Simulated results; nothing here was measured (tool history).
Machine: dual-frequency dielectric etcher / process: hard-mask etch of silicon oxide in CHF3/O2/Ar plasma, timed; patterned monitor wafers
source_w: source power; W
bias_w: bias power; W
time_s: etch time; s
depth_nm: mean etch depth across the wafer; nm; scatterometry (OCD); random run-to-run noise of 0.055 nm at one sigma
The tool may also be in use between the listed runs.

run 1 day=0.000 | source_w=730 bias_w=134 time_s=12.5 | depth_nm=24.103
run 2 day=0.112 | source_w=730 bias_w=134 time_s=12.5 | depth_nm=24.116
run 3 day=0.438 | source_w=780 bias_w=134 time_s=12.5 | depth_nm=24.813
run 4 day=0.708 | source_w=740 bias_w=131 time_s=12.5 | depth_nm=23.980
-- day=0.783 bias power generator calibrated
run 5 day=0.783 | source_w=740 bias_w=131 time_s=12.5 | depth_nm=23.741
run 6 day=0.954 | source_w=710 bias_w=130 time_s=12.5 | depth_nm=23.230
run 7 day=1.008 | source_w=690 bias_w=129 time_s=12.5 | depth_nm=22.844
run 8 day=1.142 | source_w=670 bias_w=128 time_s=12.5 | depth_nm=22.453
run 9 day=1.317 | source_w=660 bias_w=127 time_s=12.5 | depth_nm=22.251
run 10 day=1.633 | source_w=650 bias_w=126 time_s=12.5 | depth_nm=22.074
run 11 day=1.908 | source_w=640 bias_w=125 time_s=12.5 | depth_nm=21.843

Estimate the outcome of run 12 from the log above:
run 12 day=1.967 | source_w=630 bias_w=125 time_s=12.5 | depth_nm=?

{"run 12": {"depth_nm": 21.675}}
